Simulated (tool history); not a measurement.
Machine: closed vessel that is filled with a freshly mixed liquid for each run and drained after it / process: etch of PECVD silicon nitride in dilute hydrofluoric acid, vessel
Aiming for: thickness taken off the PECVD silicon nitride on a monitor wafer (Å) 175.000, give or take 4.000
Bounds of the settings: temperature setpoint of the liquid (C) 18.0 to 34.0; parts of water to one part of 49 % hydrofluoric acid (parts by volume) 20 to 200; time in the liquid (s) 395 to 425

run  hour  temperature setpoint of the liquid (C)  parts of water to one part of 49 % hydrofluoric acid (parts by volume)  time in the liquid (s)  thickness taken off the PECVD silicon nitride on a monitor wafer (Å)
  1   0.0                                    26.0                                                                     110                     395                                                                67.015
  2   2.8                                    26.0                                                                     125                     395                                                                58.188
  3  11.6                                    26.0                                                                     105                     395                                                                70.801
  4  15.2                                    27.0                                                                     100                     395                                                                78.361
  5  18.0                                    28.0                                                                      95                     395                                                                88.352
  6  18.6                                    30.0                                                                      95                     395                                                                99.714
  7  22.9                                    34.0                                                                      55                     395                                                               221.510
  8  30.5                                    33.5                                                                      55                     395                                                               216.060
  9  38.0                                    33.0                                                                      55                     395                                                               210.140
 10  41.5                                    32.5                                                                      55                     395                                                               200.990
 11  50.2                                    32.0                                                                      55                     395                                                               194.910

Below are 4 possible settings for the next run. Only one of them brings all results inside the allowed miss of their targets. Which is it?
  A  58.9                                    34.0                                                                      75                     425                                                                     ?
  B  58.9                                    31.5                                                                      50                     425                                                                     ?
  C  58.9                                    30.5                                                                      45                     405                                                                     ?
  D  58.9                                    33.0                                                                      55                     395                                                                     ?

move  thickness taken off the PECVD silicon nitride on a monitor wafer (Å)
   A                                                               175.540
   B                                                               225.160
   C                                                               223.360
   D                                                               209.300
A: every result lands within tolerance
B: misses by more than the last run did
C: misses by more than the last run did
D: misses by more than the last run did
The move that meets every target is A.

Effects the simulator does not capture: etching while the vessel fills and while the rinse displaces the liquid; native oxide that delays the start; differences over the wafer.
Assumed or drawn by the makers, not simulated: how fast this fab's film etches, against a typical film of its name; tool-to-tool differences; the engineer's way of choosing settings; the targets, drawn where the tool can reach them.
